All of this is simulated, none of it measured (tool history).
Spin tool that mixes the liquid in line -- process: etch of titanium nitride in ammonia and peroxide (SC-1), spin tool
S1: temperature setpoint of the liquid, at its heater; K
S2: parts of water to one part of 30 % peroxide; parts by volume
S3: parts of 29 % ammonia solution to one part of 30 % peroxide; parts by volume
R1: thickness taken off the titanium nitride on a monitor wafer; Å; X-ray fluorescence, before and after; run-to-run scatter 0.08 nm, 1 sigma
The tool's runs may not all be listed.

run 1 hour=0 | S1=330.15 S2=6.5 S3=0.7 time_under_the_liquid_(s)=75 | R1=143
run 2 hour=2.2 | S1=328.15 S2=6.5 S3=0.7 time_under_the_liquid_(s)=75 | R1=126.35
run 3 hour=3.1 | S1=328.15 S2=6.5 S3=0.7 time_under_the_liquid_(s)=75 | R1=125.58
run 4 hour=11.5 | S1=326.65 S2=6.5 S3=0.7 time_under_the_liquid_(s)=75 | R1=112.04
run 5 hour=12.2 | S1=332.65 S2=6.5 S3=0.7 time_under_the_liquid_(s)=75 | R1=169.99
run 6 hour=20.1 | S1=332.65 S2=6.5 S3=0.95 time_under_the_liquid_(s)=75 | R1=176.73
run 7 hour=28.6 | S1=329.65 S2=6.5 S3=0.95 time_under_the_liquid_(s)=75 | R1=146.25
run 8 hour=34.3 | S1=329.65 S2=6.5 S3=0.95 time_under_the_liquid_(s)=75 | R1=146.71

Run 9 is up next; what results do you expect?
run 9 hour=40.5 | S1=327.65 S2=6.5 S3=0.95 time_under_the_liquid_(s)=75 | R1=?

{"run 9": {"R1": 127.75}}
